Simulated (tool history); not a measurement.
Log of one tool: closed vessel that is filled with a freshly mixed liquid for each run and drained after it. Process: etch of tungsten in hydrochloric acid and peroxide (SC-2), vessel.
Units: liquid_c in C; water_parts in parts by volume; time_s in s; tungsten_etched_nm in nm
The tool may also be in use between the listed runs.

Run 1, hour 0: liquid_c 53 C, water_parts 6 parts by volume, time_s 95 s. Result: tungsten_etched_nm 32.967 nm.
Run 2, hour 7.3: liquid_c 53 C, water_parts 7 parts by volume, time_s 95 s. Result: tungsten_etched_nm 29.535 nm.
Run 3, hour 15.1: liquid_c 53 C, water_parts 7 parts by volume, time_s 100 s. Result: tungsten_etched_nm 31.31 nm.
Run 4, hour 22.3: liquid_c 53 C, water_parts 7 parts by volume, time_s 95 s. Result: tungsten_etched_nm 29.326 nm.
Run 5, hour 30.5: liquid_c 46 C, water_parts 7 parts by volume, time_s 95 s. Result: tungsten_etched_nm 18.083 nm.
Run 6, hour 36.8: liquid_c 46 C, water_parts 7 parts by volume, time_s 100 s. Result: tungsten_etched_nm 19.423 nm.
Run 7, hour 37.6: liquid_c 54 C, water_parts 5 parts by volume, time_s 100 s. Result: tungsten_etched_nm 42.223 nm.

Forecast run 8:
Run 8, hour 38.4: liquid_c 58.5 C, water_parts 5 parts by volume, time_s 100 s. Result: tungsten_etched_nm ?.

{"run 8": {"tungsten_etched_nm": 56.569}}
